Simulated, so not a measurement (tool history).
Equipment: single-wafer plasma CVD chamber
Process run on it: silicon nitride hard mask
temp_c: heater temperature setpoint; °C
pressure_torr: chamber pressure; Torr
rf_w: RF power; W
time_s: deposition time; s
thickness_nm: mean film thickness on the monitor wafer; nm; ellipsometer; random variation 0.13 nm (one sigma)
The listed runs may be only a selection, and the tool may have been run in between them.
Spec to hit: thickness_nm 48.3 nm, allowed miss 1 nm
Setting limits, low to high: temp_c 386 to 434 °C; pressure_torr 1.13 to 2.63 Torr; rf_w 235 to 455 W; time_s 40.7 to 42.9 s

run,day,temp_c,pressure_torr,rf_w,time_s,thickness_nm
1,0,410,1.88,345,42.9,56.251
2,0.35,410,1.72,335,42.8,53.113
3,0.412,410,1.87,335,42.8,54.583
4,0.467,410,1.71,330,42.8,52.114
5,0.692,410,1.62,330,42.8,51.191
6,0.925,414,1.62,330,42.8,51.227
7,1.204,414,1.3,320,42.7,46.034
8,1.262,414,1.35,320,42.7,46.641
9,1.567,414,1.39,320,42.7,47.011

Below are 5 possible settings for the next run. Only one of them brings all results inside the allowed miss of their targets. Which is it?
A,1.871,415,1.6,330,42,?
B,1.871,414,1.31,310,42.7,?
C,1.871,406,1.18,340,41.4,?
D,1.871,417,1.38,325,42.9,?
E,1.871,405,1.38,325,40.7,?

move,thickness_nm
A,50.102
B,44.677
C,45.962
D,47.954
E,45.711
A: the result that was furthest off in the last run now lies on the other side of its target
B: lands further from the targets than the last run did
C: lands further from the targets than the last run did
D: meets every target
E: lands further from the targets than the last run did
The right move is D.
